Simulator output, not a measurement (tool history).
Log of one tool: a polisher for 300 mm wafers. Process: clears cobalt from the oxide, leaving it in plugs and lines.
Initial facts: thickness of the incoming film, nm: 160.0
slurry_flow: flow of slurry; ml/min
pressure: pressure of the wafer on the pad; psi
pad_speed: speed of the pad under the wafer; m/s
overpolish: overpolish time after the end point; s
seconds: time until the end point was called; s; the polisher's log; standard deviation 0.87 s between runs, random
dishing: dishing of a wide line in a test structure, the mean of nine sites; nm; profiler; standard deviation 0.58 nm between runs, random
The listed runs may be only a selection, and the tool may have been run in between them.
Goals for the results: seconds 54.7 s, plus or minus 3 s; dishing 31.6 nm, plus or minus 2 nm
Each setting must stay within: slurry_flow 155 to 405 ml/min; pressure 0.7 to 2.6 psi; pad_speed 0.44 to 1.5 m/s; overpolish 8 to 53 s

| run | hour | slurry_flow | pressure | pad_speed | overpolish | seconds | dishing |
|---|---|---|---|---|---|---|---|
| 1 | 0 | 260 | 1.6 | 0.96 | 27 | 36.423 | 40.066 |
| 2 | 8.1 | 260 | 1.5 | 0.96 | 24 | 38.434 | 39.957 |
| 3 | 11.7 | 255 | 1.5 | 0.9 | 21 | 40.513 | 37.125 |
| 4 | 20.7 | 255 | 1.4 | 0.88 | 19 | 44.369 | 34.656 |
| 5 | 29.3 | 255 | 1.4 | 0.88 | 25 | 44.996 | 36.883 |
| 6 | 31.8 | 255 | 1.4 | 1.04 | 25 | 38.284 | 39.277 |
| 7 | 40.4 | 255 | 1.3 | 1.04 | 23 | 41.749 | 36.992 |
| 8 | 46.3 | 255 | 0.9 | 1.04 | 14 | 54.814 | 26.631 |
| 9 | 53.7 | 255 | 0.9 | 1.04 | 16 | 54.231 | 27.473 |
| 10 | 55 | 255 | 0.9 | 1.04 | 29 | 53.522 | 35.66 |
|  | 58.2 | slurry nozzle cleaned |
| 11 | 58.2 | 255 | 0.9 | 1.04 | 28 | 53.947 | 36.157 |
| 12 | 66.3 | 255 | 0.9 | 1.04 | 27 | 54.7 | 37.049 |
| 13 | 67.9 | 255 | 0.9 | 1.04 | 26 | 53.05 | 35.477 |
| 14 | 70 | 255 | 0.8 | 1.04 | 14 | 59.35 | 24.075 |
| 15 | 77.7 | 255 | 0.8 | 1.04 | 16 | 58.449 | 26.491 |

Exercise: of the 4 proposed moves below, exactly one satisfies all targets within the stated allowed misses. Which move is it?
| A | 85.4 | 250 | 0.7 | 1.12 | 22 | ? | ? |
| B | 85.4 | 220 | 0.7 | 1.12 | 22 | ? | ? |
| C | 85.4 | 275 | 0.8 | 1.12 | 16 | ? | ? |
| D | 85.4 | 155 | 1.3 | 0.78 | 20 | ? | ? |

| move | seconds | dishing |
|---|---|---|
| A | 61.051 | 31.337 |
| B | 61.718 | 31.166 |
| C | 54.448 | 28.043 |
| D | 54.032 | 31.665 |
A: the worst result of the last run now meets its target, but another is out of spec
B: the worst result of the last run now meets its target, but another is out of spec
C: moves toward the targets from the last run without getting all of them in spec
D: all results in spec
The move that meets every target is D.

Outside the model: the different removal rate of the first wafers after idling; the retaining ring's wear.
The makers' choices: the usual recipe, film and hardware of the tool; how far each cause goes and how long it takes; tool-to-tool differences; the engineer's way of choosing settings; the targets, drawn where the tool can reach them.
